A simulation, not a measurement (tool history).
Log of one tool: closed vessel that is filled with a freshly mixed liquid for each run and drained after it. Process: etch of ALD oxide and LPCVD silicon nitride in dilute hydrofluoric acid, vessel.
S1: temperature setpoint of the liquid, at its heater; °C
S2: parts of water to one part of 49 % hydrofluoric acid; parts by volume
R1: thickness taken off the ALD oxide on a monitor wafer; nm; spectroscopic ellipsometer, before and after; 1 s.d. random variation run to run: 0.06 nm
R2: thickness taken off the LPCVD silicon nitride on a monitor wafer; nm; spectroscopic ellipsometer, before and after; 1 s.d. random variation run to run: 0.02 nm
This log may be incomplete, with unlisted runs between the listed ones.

Run 1, hour 0.0: S1 25.0 °C, S2 115 parts by volume, time in the liquid (s) 60. Result: R1 17.643 nm, R2 0.28063 nm.
Run 2, hour 7.0: S1 23.5 °C, S2 120 parts by volume, time in the liquid (s) 60. Result: R1 15.926 nm, R2 0.16211 nm.
Run 3, hour 11.8: S1 23.5 °C, S2 120 parts by volume, time in the liquid (s) 45. Result: R1 11.928 nm, R2 0.22673 nm.
Run 4, hour 19.0: S1 20.5 °C, S2 120 parts by volume, time in the liquid (s) 45. Result: R1 10.615 nm, R2 0.14029 nm.
Run 5, hour 24.4: S1 22.5 °C, S2 120 parts by volume, time in the liquid (s) 45. Result: R1 11.453 nm, R2 0.18399 nm.
Run 6, hour 25.7: S1 19.5 °C, S2 120 parts by volume, time in the liquid (s) 45. Result: R1 10.264 nm, R2 0.12021 nm.
Run 7, hour 31.9: S1 20.0 °C, S2 120 parts by volume, time in the liquid (s) 45. Result: R1 10.359 nm, R2 0.16050 nm.
Run 8, hour 36.7: S1 19.5 °C, S2 120 parts by volume, time in the liquid (s) 45. Result: R1 10.091 nm, R2 0.13895 nm.

The next listed run, before its measurement:
Run 9, hour 42.0: S1 20.0 °C, S2 120 parts by volume, time in the liquid (s) 45. Result: R1 ?, R2 ?.

{"run 9": {"R1": 10.366, "R2": 0.13313}}
